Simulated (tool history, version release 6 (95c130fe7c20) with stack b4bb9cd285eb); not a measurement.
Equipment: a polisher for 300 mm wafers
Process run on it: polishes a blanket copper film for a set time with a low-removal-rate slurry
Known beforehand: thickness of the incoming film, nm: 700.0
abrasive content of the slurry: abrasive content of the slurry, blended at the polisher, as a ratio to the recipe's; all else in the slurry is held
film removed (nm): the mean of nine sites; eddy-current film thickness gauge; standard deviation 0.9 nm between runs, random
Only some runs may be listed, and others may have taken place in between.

| run | day | flow of slurry (ml/min) | pressure of the wafer on the pad (kPa) | speed of the pad under the wafer (m/s) | abrasive content of the slurry | polishing time (s) | film removed (nm) |
|---|---|---|---|---|---|---|---|
| 1 | 0.000 | 280 | 14.5 | 0.86 | 1.00 | 59 | 105.480 |
| 2 | 0.046 | 280 | 14.5 | 0.86 | 1.00 | 59 | 103.910 |
| 3 | 0.183 | 280 | 14.5 | 0.78 | 1.00 | 59 | 98.249 |
| 4 | 0.375 | 280 | 14.5 | 0.78 | 1.00 | 62 | 102.050 |
| 5 | 0.504 | 280 | 14.5 | 0.78 | 1.15 | 62 | 104.940 |
| 6 | 0.625 | 280 | 13.8 | 0.78 | 1.15 | 62 | 100.730 |
| 7 | 0.896 | 280 | 13.1 | 0.78 | 1.15 | 62 | 95.922 |
| 8 | 1.096 | 280 | 9.7 | 0.76 | 1.15 | 62 | 69.399 |
| 9 | 1.392 | 280 | 10.3 | 0.76 | 1.15 | 62 | 73.221 |

What will run 10 give?
| 10 | 1.446 | 280 | 11.7 | 0.76 | 1.15 | 62 | ? |

film removed (nm): 83.317

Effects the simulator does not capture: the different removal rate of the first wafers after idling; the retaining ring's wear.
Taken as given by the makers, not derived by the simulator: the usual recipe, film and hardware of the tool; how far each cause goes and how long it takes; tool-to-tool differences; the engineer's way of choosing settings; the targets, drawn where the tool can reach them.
